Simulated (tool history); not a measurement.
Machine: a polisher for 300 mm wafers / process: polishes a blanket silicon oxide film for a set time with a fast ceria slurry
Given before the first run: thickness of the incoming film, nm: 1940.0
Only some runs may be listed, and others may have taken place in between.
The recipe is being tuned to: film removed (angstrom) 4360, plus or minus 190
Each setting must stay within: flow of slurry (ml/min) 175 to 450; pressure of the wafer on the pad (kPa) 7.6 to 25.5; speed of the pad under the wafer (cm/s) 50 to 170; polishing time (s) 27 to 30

run,hour,flow of slurry (ml/min),pressure of the wafer on the pad (kPa),speed of the pad under the wafer (cm/s),polishing time (s),film removed (angstrom)
1,0,290,16.5,110,30,3312
2,3.3,290,17.2,110,30,3494.4
3,10.8,350,17.2,110,30,3496.8
4,16.7,390,17.2,110,30,3529.6
5,25.7,390,17.2,90,30,2921.7
# hour 31.3: worn pad replaced by a new one
6,31.3,390,17.9,90,30,3288.7
7,34.3,390,18.6,90,30,3358.7
8,39.5,390,19.3,90,30,3465.5
9,46.6,390,20,90,30,3571.1
10,54.8,390,20.7,90,30,3670.1

Of the 4 settings listed for the next run, only one would bring every result within its allowed miss of target. Which one?
A,63,445,15.9,94,30,?
B,63,370,24.8,88,30,?
C,63,335,22.8,108,30,?
D,63,375,24.8,100,30,?

move,film removed (angstrom)
A,3014.2
B,4321.2
C,4797.6
D,4893.5
A: moves away from the targets compared with the last run
B: each result inside its tolerance
C: pushes the last run's worst result past its target
D: pushes the last run's worst result past its target
Correct choice: B, which meets every target
